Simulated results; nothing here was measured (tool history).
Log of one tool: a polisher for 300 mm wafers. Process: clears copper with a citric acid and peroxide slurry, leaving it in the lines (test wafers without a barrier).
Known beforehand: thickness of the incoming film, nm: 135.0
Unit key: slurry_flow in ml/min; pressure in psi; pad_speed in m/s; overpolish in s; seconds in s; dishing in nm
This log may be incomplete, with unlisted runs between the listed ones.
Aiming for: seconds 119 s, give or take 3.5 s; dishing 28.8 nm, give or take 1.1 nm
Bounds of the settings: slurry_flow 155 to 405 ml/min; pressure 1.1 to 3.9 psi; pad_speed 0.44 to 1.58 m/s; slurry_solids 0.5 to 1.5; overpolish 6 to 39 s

| run | hour | slurry_flow | pressure | pad_speed | slurry_solids | overpolish | seconds | dishing |
|---|---|---|---|---|---|---|---|---|
| 1 | 0 | 260 | 2.5 | 1 | 1 | 20 | 80.071 | 25.039 |
| 2 | 0.8 | 210 | 2.5 | 1 | 1 | 20 | 81.645 | 24.401 |
| 3 | 8.7 | 210 | 2.5 | 1 | 0.8 | 20 | 86.21 | 23.888 |
| 4 | 12.5 | 210 | 2.5 | 1.22 | 0.8 | 20 | 70.898 | 27.841 |
| 5 | 16.4 | 205 | 2.4 | 1.22 | 0.8 | 21 | 74.104 | 27.847 |
| 6 | 17.9 | 205 | 2.4 | 1.32 | 0.8 | 21 | 68.412 | 29.646 |
| 7 | 21.9 | 200 | 1.7 | 1.26 | 0.8 | 31 | 100.71 | 29.615 |
| 8 | 29 | 190 | 1.3 | 1.24 | 0.8 | 35 | 132.97 | 25.865 |
| 9 | 34.2 | 200 | 1.3 | 1.24 | 0.8 | 35 | 130.63 | 25.467 |
| 10 | 43 | 205 | 1.3 | 1.24 | 0.8 | 35 | 130.54 | 25.678 |
| 11 | 48.9 | 235 | 1.6 | 1.24 | 0.8 | 36 | 106.51 | 31.281 |
| 12 | 57.6 | 230 | 1.6 | 1.24 | 0.8 | 36 | 105.16 | 31.847 |

Consider the 4 candidate settings below. Which is the only one whose results all fall within their allowed miss of target?
| A | 66.3 | 230 | 1.5 | 1.18 | 0.8 | 36 | ? | ? |
| B | 66.3 | 285 | 1.6 | 1.34 | 0.85 | 36 | ? | ? |
| C | 66.3 | 210 | 1.6 | 1.12 | 0.75 | 32 | ? | ? |
| D | 66.3 | 185 | 1.7 | 1.16 | 0.8 | 34 | ? | ? |

| move | seconds | dishing |
|---|---|---|
| A | 118.61 | 28.471 |
| B | 95.533 | 33.885 |
| C | 119.76 | 25.771 |
| D | 110.38 | 29.063 |
A: all results in spec
B: lands further from the targets than the last run did
C: brings the last run's worst result on target, with another outside its allowed miss
D: moves toward the targets from the last run without getting all of them in spec
Go with A: it meets all targets.
